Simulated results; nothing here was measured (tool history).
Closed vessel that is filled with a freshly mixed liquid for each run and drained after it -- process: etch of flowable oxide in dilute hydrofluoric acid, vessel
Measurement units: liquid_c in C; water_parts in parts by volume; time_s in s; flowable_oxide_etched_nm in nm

run 1 hour=0 | liquid_c=20 water_parts=70 time_s=30 | flowable_oxide_etched_nm=8.5801
run 2 hour=1.5 | liquid_c=20 water_parts=55 time_s=30 | flowable_oxide_etched_nm=11.084
run 3 hour=5.4 | liquid_c=20 water_parts=55 time_s=30 | flowable_oxide_etched_nm=11.123
run 4 hour=7.5 | liquid_c=20 water_parts=55 time_s=30 | flowable_oxide_etched_nm=11.06
run 5 hour=13.8 | liquid_c=18.5 water_parts=55 time_s=30 | flowable_oxide_etched_nm=10.458
run 6 hour=18 | liquid_c=18.5 water_parts=80 time_s=30 | flowable_oxide_etched_nm=6.9051
run 7 hour=23 | liquid_c=20.5 water_parts=75 time_s=30 | flowable_oxide_etched_nm=8.1882
run 8 hour=31.5 | liquid_c=22.5 water_parts=70 time_s=30 | flowable_oxide_etched_nm=9.4886
run 9 hour=34.4 | liquid_c=24 water_parts=65 time_s=30 | flowable_oxide_etched_nm=10.974
run 10 hour=40.3 | liquid_c=25 water_parts=60 time_s=30 | flowable_oxide_etched_nm=12.5

What does the tool deliver on the next run?
run 11 hour=47.7 | liquid_c=25.5 water_parts=60 time_s=30 | flowable_oxide_etched_nm=?

For run 11 the tool returned flowable_oxide_etched_nm 12.731 nm.

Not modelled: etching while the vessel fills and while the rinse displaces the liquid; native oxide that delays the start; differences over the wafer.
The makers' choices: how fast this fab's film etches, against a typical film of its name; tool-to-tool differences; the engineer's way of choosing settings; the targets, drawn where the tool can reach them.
